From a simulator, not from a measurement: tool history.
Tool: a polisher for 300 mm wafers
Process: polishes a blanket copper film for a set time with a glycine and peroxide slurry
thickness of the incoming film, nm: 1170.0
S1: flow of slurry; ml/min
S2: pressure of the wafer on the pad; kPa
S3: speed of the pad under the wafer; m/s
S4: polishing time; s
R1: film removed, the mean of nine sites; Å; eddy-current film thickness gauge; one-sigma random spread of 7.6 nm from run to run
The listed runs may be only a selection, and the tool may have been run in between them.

run	day	S1	S2	S3	S4	R1
1	0.000	140	22.8	0.88	97	6111.4
2	0.142	140	22.8	0.98	97	6585.4
3	0.283	110	22.8	0.98	97	6393.5
4	0.533	85	22.8	0.98	97	6030.2
5	0.838	85	22.8	0.76	97	5095.8
6	0.867	105	22.8	0.76	97	5379.2
7	0.983	105	22.8	0.76	97	5355.7
8	1.262	125	26.2	0.78	97	6220.8
9	1.458	140	29.0	0.82	97	7174.3
10	1.775	150	31.0	0.84	97	7779.0
11	1.850	160	32.4	0.86	97	8210.0
12	2.112	165	33.1	0.90	97	8771.3
13	2.308	170	33.8	0.92	97	9126.9

Predict the results of run 14:
14	2.600	170	34.5	0.94	97	?

R1: 9453.0 Å

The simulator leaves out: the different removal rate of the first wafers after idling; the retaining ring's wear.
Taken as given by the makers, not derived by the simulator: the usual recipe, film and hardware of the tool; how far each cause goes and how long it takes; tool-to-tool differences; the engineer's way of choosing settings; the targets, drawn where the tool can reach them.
